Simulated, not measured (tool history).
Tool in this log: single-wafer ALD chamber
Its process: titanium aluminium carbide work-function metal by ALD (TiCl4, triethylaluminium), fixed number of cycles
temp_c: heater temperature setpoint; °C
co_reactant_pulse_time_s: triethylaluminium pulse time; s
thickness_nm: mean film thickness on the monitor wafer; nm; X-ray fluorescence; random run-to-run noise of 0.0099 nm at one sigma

run,day,temp_c,co_reactant_pulse_time_s,thickness_nm
1,0.000,295,10.80,2.0969
2,0.096,305,10.80,2.1791
3,0.267,305,9.35,2.1376
4,0.554,313,9.35,2.2254
# day 0.667: thermocouple changed; heater temperature recalibrated
5,0.667,309,8.92,2.1984
6,0.842,309,11.81,2.2607
7,1.083,305,11.39,2.2323
8,1.146,301,11.07,2.1707

What will run 9 give?
9,1.433,298,10.74,?

{"run 9": {"thickness_nm": 2.1546}}
